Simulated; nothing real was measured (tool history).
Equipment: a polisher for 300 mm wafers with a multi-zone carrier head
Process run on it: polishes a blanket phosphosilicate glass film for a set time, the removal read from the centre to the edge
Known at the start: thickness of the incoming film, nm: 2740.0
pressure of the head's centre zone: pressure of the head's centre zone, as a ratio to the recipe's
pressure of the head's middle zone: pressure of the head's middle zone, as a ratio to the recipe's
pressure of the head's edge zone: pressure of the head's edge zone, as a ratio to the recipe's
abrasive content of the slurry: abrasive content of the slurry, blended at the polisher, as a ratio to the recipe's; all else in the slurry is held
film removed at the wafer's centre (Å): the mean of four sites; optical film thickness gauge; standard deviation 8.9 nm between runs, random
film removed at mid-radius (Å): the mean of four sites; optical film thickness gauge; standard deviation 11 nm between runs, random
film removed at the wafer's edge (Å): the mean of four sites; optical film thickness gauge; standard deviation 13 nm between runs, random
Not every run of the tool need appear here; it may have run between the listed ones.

| run | hour | flow of slurry (ml/min) | pressure of the head's centre zone | pressure of the head's middle zone | pressure of the head's edge zone | abrasive content of the slurry | polishing time (s) | film removed at the wafer's centre (Å) | film removed at mid-radius (Å) | film removed at the wafer's edge (Å) |
|---|---|---|---|---|---|---|---|---|---|---|
| 1 | 0 | 260 | 1 | 1 | 1 | 1 | 57 | 9199.6 | 9079.4 | 9120.8 |
| 2 | 5.8 | 270 | 1.02 | 1.03 | 1.02 | 1.05 | 57 | 9671.7 | 9550.7 | 9522 |
| 3 | 10.9 | 280 | 1.04 | 1.06 | 1.03 | 1.05 | 57 | 9830.7 | 9906.6 | 9341 |
| 4 | 16.3 | 280 | 1.04 | 1.06 | 1.11 | 1.05 | 57 | 9910 | 9849.6 | 9952.1 |
| 5 | 23.9 | 280 | 1.04 | 1.06 | 1.11 | 1 | 57 | 9865.5 | 9694.5 | 9513.8 |
| 6 | 30.3 | 280 | 1.04 | 1.06 | 1.11 | 0.9 | 57 | 9267.4 | 9149.5 | 9380.4 |

Forecast run 7:
| 7 | 34.2 | 285 | 1.06 | 1.08 | 1.12 | 0.95 | 57 | ? | ? | ? |

film removed at the wafer's centre (Å): 9676
film removed at mid-radius (Å): 9539.2
film removed at the wafer's edge (Å): 9700.3
